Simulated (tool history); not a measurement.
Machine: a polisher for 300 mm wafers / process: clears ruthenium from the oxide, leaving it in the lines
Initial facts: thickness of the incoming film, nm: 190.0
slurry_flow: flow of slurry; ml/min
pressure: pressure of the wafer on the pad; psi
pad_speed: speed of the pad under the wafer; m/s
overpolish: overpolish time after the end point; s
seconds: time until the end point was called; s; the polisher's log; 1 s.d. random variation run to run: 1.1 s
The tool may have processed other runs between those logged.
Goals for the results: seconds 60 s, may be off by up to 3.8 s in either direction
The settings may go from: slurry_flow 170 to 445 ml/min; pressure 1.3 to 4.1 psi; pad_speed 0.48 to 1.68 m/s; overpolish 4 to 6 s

run 1 hour=0 | slurry_flow=285 pressure=2.7 pad_speed=1.08 overpolish=6 | seconds=113.33
run 2 hour=3 | slurry_flow=285 pressure=2.9 pad_speed=1.12 overpolish=6 | seconds=101.77
run 3 hour=5.2 | slurry_flow=285 pressure=2.9 pad_speed=0.96 overpolish=6 | seconds=117.93
run 4 hour=8.9 | slurry_flow=285 pressure=3.4 pad_speed=0.96 overpolish=6 | seconds=101.1
run 5 hour=10.2 | slurry_flow=285 pressure=3.4 pad_speed=1.06 overpolish=6 | seconds=90.768
run 6 hour=16.8 | slurry_flow=285 pressure=3.4 pad_speed=1.06 overpolish=4 | seconds=91.204
run 7 hour=20 | slurry_flow=285 pressure=3.5 pad_speed=1.1 overpolish=4 | seconds=87.404
run 8 hour=21.9 | slurry_flow=285 pressure=3.6 pad_speed=1.14 overpolish=4 | seconds=80.735
run 9 hour=23.1 | slurry_flow=285 pressure=3.7 pad_speed=1.18 overpolish=4 | seconds=75.045
run 10 hour=29.8 | slurry_flow=285 pressure=3.8 pad_speed=1.2 overpolish=4 | seconds=74.823
run 11 hour=37.2 | slurry_flow=285 pressure=3.9 pad_speed=1.24 overpolish=4 | seconds=68.792
run 12 hour=37.9 | slurry_flow=285 pressure=3.9 pad_speed=1.26 overpolish=4 | seconds=68.115

Next run, 5 choices. One meets every target within its allowed miss, the rest don't. Which?
run A hour=38.6 | slurry_flow=255 pressure=2.8 pad_speed=1.58 overpolish=4 | seconds=?
run B hour=38.6 | slurry_flow=280 pressure=4.1 pad_speed=1.12 overpolish=4 | seconds=?
run C hour=38.6 | slurry_flow=235 pressure=3.7 pad_speed=1.24 overpolish=4 | seconds=?
run D hour=38.6 | slurry_flow=320 pressure=3.3 pad_speed=1.68 overpolish=4 | seconds=?
run E hour=38.6 | slurry_flow=270 pressure=4 pad_speed=1.26 overpolish=4 | seconds=?

move=A seconds=76.077
move=B seconds=72.613
move=C seconds=73.837
move=D seconds=60.017
move=E seconds=66.595
A: the biggest miss grows against the last run
B: the biggest miss grows against the last run
C: the biggest miss grows against the last run
D: all results in spec
E: gains on the last run, yet a result remains outside its allowed miss
Move D is the one to make.
